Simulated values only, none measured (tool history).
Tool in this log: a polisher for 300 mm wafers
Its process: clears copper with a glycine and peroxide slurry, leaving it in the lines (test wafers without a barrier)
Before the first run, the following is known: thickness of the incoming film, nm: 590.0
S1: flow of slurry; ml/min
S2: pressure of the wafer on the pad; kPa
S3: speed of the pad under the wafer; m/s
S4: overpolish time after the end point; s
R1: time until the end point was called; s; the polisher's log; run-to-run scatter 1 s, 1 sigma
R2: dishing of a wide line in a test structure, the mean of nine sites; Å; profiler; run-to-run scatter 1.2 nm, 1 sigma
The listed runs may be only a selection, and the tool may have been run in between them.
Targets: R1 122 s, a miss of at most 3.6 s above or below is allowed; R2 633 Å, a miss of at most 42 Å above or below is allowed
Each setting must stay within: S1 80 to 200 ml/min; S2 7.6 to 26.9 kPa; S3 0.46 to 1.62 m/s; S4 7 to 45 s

Run 1, hour 0: S1 130 ml/min, S2 17.2 kPa, S3 1.04 m/s, S4 23 s. Result: R1 100.66 s, R2 640.44 Å.
Run 2, hour 3.7: S1 130 ml/min, S2 17.2 kPa, S3 0.88 m/s, S4 23 s. Result: R1 114.08 s, R2 604.52 Å.
Run 3, hour 7.8: S1 125 ml/min, S2 17.2 kPa, S3 0.88 m/s, S4 24 s. Result: R1 115.66 s, R2 597.87 Å.
Run 4, hour 10.8: S1 100 ml/min, S2 17.2 kPa, S3 0.88 m/s, S4 24 s. Result: R1 122.79 s, R2 580.19 Å.
Run 5, hour 18.3: S1 100 ml/min, S2 17.2 kPa, S3 0.88 m/s, S4 18 s. Result: R1 124.3 s, R2 467.55 Å.
Run 6, hour 20.9: S1 80 ml/min, S2 17.2 kPa, S3 0.88 m/s, S4 18 s. Result: R1 131.79 s, R2 425.57 Å.
Run 7, hour 27.2: S1 90 ml/min, S2 17.2 kPa, S3 0.88 m/s, S4 21 s. Result: R1 126.86 s, R2 529.7 Å.
Run 8, hour 30.3: S1 115 ml/min, S2 17.2 kPa, S3 0.88 m/s, S4 24 s. Result: R1 117.51 s, R2 609.06 Å.

Which single option among these 4 for the next run brings every result within its allowed miss of target? Just one does.
Run A, hour 33.4: S1 125 ml/min, S2 16.5 kPa, S3 0.98 m/s, S4 21 s. Result: R1 ?, R2 ?.
Run B, hour 33.4: S1 140 ml/min, S2 15.2 kPa, S3 0.9 m/s, S4 21 s. Result: R1 ?, R2 ?.
Run C, hour 33.4: S1 110 ml/min, S2 20 kPa, S3 0.8 m/s, S4 22 s. Result: R1 ?, R2 ?.
Run D, hour 33.4: S1 115 ml/min, S2 19.3 kPa, S3 0.74 m/s, S4 26 s. Result: R1 ?, R2 ?.

move      R1      R2
   A  110.95  570.55
   B  123.78  525.87
   C  115.18  584.14
   D  124.27  625.84
A: misses by more than the last run did
B: brings the last run's worst result on target, with another outside its allowed miss
C: misses by more than the last run did
D: meets every target
Correct choice: D, which meets every target
